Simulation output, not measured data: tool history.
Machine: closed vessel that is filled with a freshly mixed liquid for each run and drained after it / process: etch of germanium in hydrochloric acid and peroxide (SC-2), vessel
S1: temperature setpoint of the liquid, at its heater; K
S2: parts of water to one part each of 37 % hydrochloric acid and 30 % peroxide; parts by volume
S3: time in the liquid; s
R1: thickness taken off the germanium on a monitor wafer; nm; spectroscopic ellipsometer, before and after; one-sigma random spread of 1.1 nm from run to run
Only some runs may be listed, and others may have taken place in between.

run,hour,S1,S2,S3,R1
1,0.0,333.15,5.5,105,265.06
2,1.5,333.15,7.0,105,261.00
3,7.9,328.15,7.0,105,223.76
4,10.8,328.15,7.0,110,235.56
5,15.2,329.15,7.0,110,240.43
6,24.3,330.15,7.0,110,247.95

Run 7, settings as shown, results not yet in. Your forecast:
7,29.9,330.65,7.0,110,?

{"run 7": {"R1": 251.88}}
